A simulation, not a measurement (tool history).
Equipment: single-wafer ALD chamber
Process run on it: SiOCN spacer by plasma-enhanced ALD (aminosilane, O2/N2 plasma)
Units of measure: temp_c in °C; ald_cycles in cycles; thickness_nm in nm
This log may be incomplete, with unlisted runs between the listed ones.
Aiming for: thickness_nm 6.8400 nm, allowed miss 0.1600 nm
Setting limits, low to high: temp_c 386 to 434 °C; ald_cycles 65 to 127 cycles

run 1 hour=0.0 | temp_c=410 ald_cycles=96 | thickness_nm=5.9621
run 2 hour=7.0 | temp_c=410 ald_cycles=84 | thickness_nm=5.2188
run 3 hour=10.9 | temp_c=407 ald_cycles=91 | thickness_nm=5.6800
run 4 hour=19.0 | temp_c=414 ald_cycles=91 | thickness_nm=5.5679
run 5 hour=25.8 | temp_c=414 ald_cycles=103 | thickness_nm=6.3371
run 6 hour=33.0 | temp_c=411 ald_cycles=105 | thickness_nm=6.4774
run 7 hour=34.1 | temp_c=410 ald_cycles=106 | thickness_nm=6.6042
run 8 hour=37.0 | temp_c=409 ald_cycles=107 | thickness_nm=6.5762

Exactly one of the 5 candidate moves below puts every result within its allowed miss. Which one?
run A hour=39.9 | temp_c=410 ald_cycles=103 | thickness_nm=?
run B hour=39.9 | temp_c=410 ald_cycles=104 | thickness_nm=?
run C hour=39.9 | temp_c=417 ald_cycles=112 | thickness_nm=?
run D hour=39.9 | temp_c=412 ald_cycles=102 | thickness_nm=?
run E hour=39.9 | temp_c=408 ald_cycles=101 | thickness_nm=?

move=A thickness_nm=6.4047
move=B thickness_nm=6.4669
move=C thickness_nm=6.8317
move=D thickness_nm=6.3080
move=E thickness_nm=6.3146
A: the biggest miss grows against the last run
B: the biggest miss grows against the last run
C: every result lands within tolerance
D: the biggest miss grows against the last run
E: the biggest miss grows against the last run
Correct choice: C, which meets every target

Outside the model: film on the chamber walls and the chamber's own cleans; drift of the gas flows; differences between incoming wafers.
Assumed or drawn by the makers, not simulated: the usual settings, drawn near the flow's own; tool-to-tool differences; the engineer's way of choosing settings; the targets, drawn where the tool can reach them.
